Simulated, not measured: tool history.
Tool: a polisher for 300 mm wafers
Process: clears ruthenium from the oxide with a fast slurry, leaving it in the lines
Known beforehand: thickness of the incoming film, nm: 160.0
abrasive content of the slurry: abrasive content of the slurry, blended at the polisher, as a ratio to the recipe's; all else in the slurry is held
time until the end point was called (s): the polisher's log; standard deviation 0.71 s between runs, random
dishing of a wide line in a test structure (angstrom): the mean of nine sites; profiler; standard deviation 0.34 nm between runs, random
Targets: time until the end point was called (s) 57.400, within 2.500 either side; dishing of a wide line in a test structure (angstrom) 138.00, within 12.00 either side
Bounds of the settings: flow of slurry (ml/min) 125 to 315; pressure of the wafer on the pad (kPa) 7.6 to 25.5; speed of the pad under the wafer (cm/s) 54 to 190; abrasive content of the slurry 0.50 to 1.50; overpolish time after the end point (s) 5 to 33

| run | day | flow of slurry (ml/min) | pressure of the wafer on the pad (kPa) | speed of the pad under the wafer (cm/s) | abrasive content of the slurry | overpolish time after the end point (s) | time until the end point was called (s) | dishing of a wide line in a test structure (angstrom) |
|---|---|---|---|---|---|---|---|---|
| 1 | 0.000 | 205 | 16.5 | 122 | 1.00 | 17 | 29.754 | 626.98 |
| 2 | 0.158 | 205 | 16.5 | 122 | 1.00 | 24 | 30.384 | 732.24 |
| 3 | 0.475 | 205 | 16.5 | 122 | 0.85 | 24 | 32.632 | 725.25 |
| 4 | 0.629 | 245 | 16.5 | 122 | 0.85 | 24 | 31.620 | 703.88 |
| 5 | 0.700 | 245 | 16.5 | 122 | 1.00 | 24 | 29.121 | 754.79 |
| 6 | 0.925 | 245 | 16.5 | 122 | 0.85 | 24 | 31.620 | 725.22 |
| 7 | 0.979 | 265 | 13.8 | 102 | 1.05 | 19 | 40.310 | 519.36 |
| 8 | 1.308 | 280 | 13.1 | 98 | 0.90 | 15 | 46.373 | 364.27 |
| 9 | 1.362 | 315 | 11.0 | 100 | 0.65 | 7 | 64.289 | 142.23 |
| 10 | 1.388 | 315 | 13.8 | 102 | 0.60 | 5 | 52.682 | 125.82 |
| 11 | 1.442 | 315 | 13.1 | 102 | 0.60 | 5 | 55.862 | 120.06 |

Next run, 5 choices. One meets every target within its allowed miss, the rest don't. Which?
| A | 1.496 | 315 | 15.9 | 76 | 0.80 | 7 | ? | ? |
| B | 1.496 | 285 | 11.0 | 118 | 0.60 | 6 | ? | ? |
| C | 1.496 | 295 | 11.0 | 102 | 0.60 | 7 | ? | ? |
| D | 1.496 | 310 | 11.7 | 86 | 0.75 | 9 | ? | ? |
| E | 1.496 | 315 | 13.1 | 90 | 0.60 | 8 | ? | ? |

| move | time until the end point was called (s) | dishing of a wide line in a test structure (angstrom) |
|---|---|---|
| A | 52.379 | 168.81 |
| B | 57.585 | 133.57 |
| C | 66.076 | 135.69 |
| D | 64.519 | 175.69 |
| E | 62.829 | 161.35 |
A: takes the biggest miss from the last run beyond its target
B: every result within its allowed miss
C: corrects the largest miss of the last run, while another result sits out of spec
D: takes the biggest miss from the last run beyond its target
E: takes the biggest miss from the last run beyond its target
Correct choice: B, which meets every target
